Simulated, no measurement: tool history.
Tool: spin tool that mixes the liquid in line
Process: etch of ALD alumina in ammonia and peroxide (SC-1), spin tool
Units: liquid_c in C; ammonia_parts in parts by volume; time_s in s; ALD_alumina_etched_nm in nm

run	hour	liquid_c	ammonia_parts	time_s	ALD_alumina_etched_nm
1	0	55	0.7	315	19.541
2	3.1	48	0.7	315	13.285
3	10.4	48	0.85	315	13.574
4	13.8	48	0.65	315	13.179
5	17.7	48	0.65	315	13.082
6	25.3	48	0.75	315	13.354
7	31.7	46.5	0.75	315	12.265

Run 8 comes next. What will it give?
8	36.8	45.5	0.75	315	?

Run 8 gave ALD_alumina_etched_nm 11.638 nm.

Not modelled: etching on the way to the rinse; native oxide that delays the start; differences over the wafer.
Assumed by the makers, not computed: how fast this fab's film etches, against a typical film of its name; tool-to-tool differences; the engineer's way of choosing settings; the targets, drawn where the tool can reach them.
